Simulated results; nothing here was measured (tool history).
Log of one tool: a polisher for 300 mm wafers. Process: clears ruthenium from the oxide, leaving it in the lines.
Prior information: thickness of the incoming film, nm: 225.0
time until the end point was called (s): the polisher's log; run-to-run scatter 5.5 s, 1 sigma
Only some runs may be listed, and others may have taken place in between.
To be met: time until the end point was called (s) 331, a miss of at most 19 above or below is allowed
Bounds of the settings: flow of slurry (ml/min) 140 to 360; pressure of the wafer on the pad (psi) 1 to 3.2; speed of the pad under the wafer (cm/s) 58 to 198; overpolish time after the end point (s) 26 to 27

run,day,flow of slurry (ml/min),pressure of the wafer on the pad (psi),speed of the pad under the wafer (cm/s),overpolish time after the end point (s),time until the end point was called (s)
1,0,230,2.1,128,26,173.78
2,0.242,230,2.1,108,26,202.98
3,0.421,230,2.1,108,26,196.29
4,0.512,205,2.1,108,26,204.07
5,0.879,205,2.1,138,26,169.79
6,1.05,200,1.7,132,26,213.23
# day 1.325: worn pad replaced by a new one
7,1.325,195,1.5,128,26,231.81
8,1.517,190,1.3,120,26,278.29
9,1.7,190,1.2,118,26,307.94

Below are 5 possible settings for the next run. Only one of them brings all results inside the allowed miss of their targets. Which is it?
A,1.883,180,1.1,150,26,?
B,1.883,200,1.2,86,26,?
C,1.883,200,1.1,116,26,?
D,1.883,160,1,118,27,?
E,1.883,270,1.4,98,26,?

move,time until the end point was called (s)
A,276.14
B,383.87
C,333.26
D,373.71
E,290.05
A: moves away from the targets compared with the last run
B: takes the biggest miss from the last run beyond its target
C: in spec on every target
D: takes the biggest miss from the last run beyond its target
E: moves away from the targets compared with the last run
Answer: C
